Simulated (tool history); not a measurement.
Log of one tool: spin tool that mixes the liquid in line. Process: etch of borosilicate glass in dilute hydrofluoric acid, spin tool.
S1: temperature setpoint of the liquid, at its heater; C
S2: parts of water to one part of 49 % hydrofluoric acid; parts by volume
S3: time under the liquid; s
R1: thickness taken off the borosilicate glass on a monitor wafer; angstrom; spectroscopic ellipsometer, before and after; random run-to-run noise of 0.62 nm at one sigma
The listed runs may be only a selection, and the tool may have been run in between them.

| run | hour | S1 | S2 | S3 | R1 |
|---|---|---|---|---|---|
| 1 | 0 | 20 | 100 | 50 | 211.3 |
| 2 | 8 | 20 | 100 | 55 | 230.76 |
| 3 | 12.5 | 21.5 | 90 | 55 | 280.12 |
| 4 | 17.1 | 22.5 | 80 | 55 | 329.65 |
| 5 | 23 | 22.5 | 80 | 50 | 296.67 |
| 6 | 26.8 | 23.5 | 70 | 50 | 357.89 |
| 7 | 29.3 | 24 | 65 | 50 | 401.05 |
| 8 | 36.2 | 24.5 | 60 | 50 | 446.56 |
| 9 | 38.3 | 25 | 55 | 50 | 496.39 |
| 10 | 46.8 | 28 | 35 | 50 | 906.91 |
| 11 | 55.8 | 27.5 | 35 | 50 | 884.76 |
| 12 | 56.4 | 27 | 35 | 50 | 854.51 |
| 13 | 64.3 | 27 | 35 | 50 | 856.57 |
| 14 | 72.6 | 26.5 | 35 | 50 | 861.58 |
| 15 | 74.5 | 25.5 | 35 | 50 | 822.05 |
| 16 | 81.9 | 24.5 | 35 | 50 | 777.76 |

For run 17, what comes out?
| 17 | 83.6 | 24 | 35 | 50 | ? |

{"run 17": {"R1": 768.1}}
